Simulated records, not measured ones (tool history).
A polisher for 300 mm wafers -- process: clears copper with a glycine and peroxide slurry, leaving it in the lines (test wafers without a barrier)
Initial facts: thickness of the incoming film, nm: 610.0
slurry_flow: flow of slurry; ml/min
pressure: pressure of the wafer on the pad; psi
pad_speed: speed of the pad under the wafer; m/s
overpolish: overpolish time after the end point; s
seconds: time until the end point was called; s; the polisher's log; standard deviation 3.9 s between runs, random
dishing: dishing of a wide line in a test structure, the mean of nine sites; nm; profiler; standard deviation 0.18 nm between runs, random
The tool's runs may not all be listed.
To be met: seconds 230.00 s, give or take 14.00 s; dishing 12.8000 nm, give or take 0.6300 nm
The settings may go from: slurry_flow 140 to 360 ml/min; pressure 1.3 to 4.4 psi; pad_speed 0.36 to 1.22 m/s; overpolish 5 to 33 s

{"run": 1, "day": 0.0, "slurry_flow": 230, "pressure": 2.8, "pad_speed": 0.78, "overpolish": 17, "seconds": 143.71, "dishing": 51.984}
{"run": 2, "day": 0.192, "slurry_flow": 180, "pressure": 2.8, "pad_speed": 0.78, "overpolish": 17, "seconds": 145.75, "dishing": 51.969}
{"run": 3, "day": 0.546, "slurry_flow": 180, "pressure": 2.8, "pad_speed": 0.78, "overpolish": 22, "seconds": 146.16, "dishing": 64.499}
{"run": 4, "day": 0.875, "slurry_flow": 180, "pressure": 2.8, "pad_speed": 0.78, "overpolish": 27, "seconds": 147.97, "dishing": 75.278}
{"run": 5, "day": 1.154, "slurry_flow": 180, "pressure": 2.8, "pad_speed": 0.86, "overpolish": 27, "seconds": 135.0, "dishing": 80.449}
{"run": 6, "day": 1.496, "slurry_flow": 140, "pressure": 2.8, "pad_speed": 0.86, "overpolish": 27, "seconds": 145.19, "dishing": 78.551}
{"run": 7, "day": 1.633, "slurry_flow": 175, "pressure": 2.4, "pad_speed": 0.74, "overpolish": 22, "seconds": 167.34, "dishing": 57.735}
{"run": 8, "day": 1.721, "slurry_flow": 185, "pressure": 2.1, "pad_speed": 0.64, "overpolish": 18, "seconds": 206.87, "dishing": 40.208}
{"run": 9, "day": 1.775, "slurry_flow": 225, "pressure": 1.9, "pad_speed": 0.58, "overpolish": 15, "seconds": 222.0, "dishing": 31.159}
{"run": 10, "day": 1.829, "slurry_flow": 290, "pressure": 1.3, "pad_speed": 0.4, "overpolish": 7, "seconds": 319.21, "dishing": 10.453}
{"run": 11, "day": 1.879, "slurry_flow": 295, "pressure": 1.5, "pad_speed": 0.4, "overpolish": 7, "seconds": 301.27, "dishing": 10.868}

Next run, 5 choices. One meets every target within its allowed miss, the rest don't. Which?
{"run": "A", "day": 1.929, "slurry_flow": 225, "pressure": 2.0, "pad_speed": 0.48, "overpolish": 5, "seconds": "?", "dishing": "?"}
{"run": "B", "day": 1.929, "slurry_flow": 325, "pressure": 1.6, "pad_speed": 0.44, "overpolish": 5, "seconds": "?", "dishing": "?"}
{"run": "C", "day": 1.929, "slurry_flow": 345, "pressure": 1.3, "pad_speed": 0.36, "overpolish": 9, "seconds": "?", "dishing": "?"}
{"run": "D", "day": 1.929, "slurry_flow": 315, "pressure": 1.9, "pad_speed": 0.54, "overpolish": 6, "seconds": "?", "dishing": "?"}
{"run": "E", "day": 1.929, "slurry_flow": 245, "pressure": 2.5, "pad_speed": 0.54, "overpolish": 5, "seconds": "?", "dishing": "?"}

move=A seconds=247.61 dishing=9.8315
move=B seconds=280.17 dishing=8.7105
move=C seconds=336.95 dishing=12.9480
move=D seconds=227.80 dishing=12.7310
move=E seconds=199.64 dishing=12.1340
A: gains on the last run, yet a result remains outside its allowed miss
B: moves away from the targets compared with the last run
C: moves away from the targets compared with the last run
D: every result lands within tolerance
E: carries the result that was furthest off beyond its target, to the other side
Answer: D
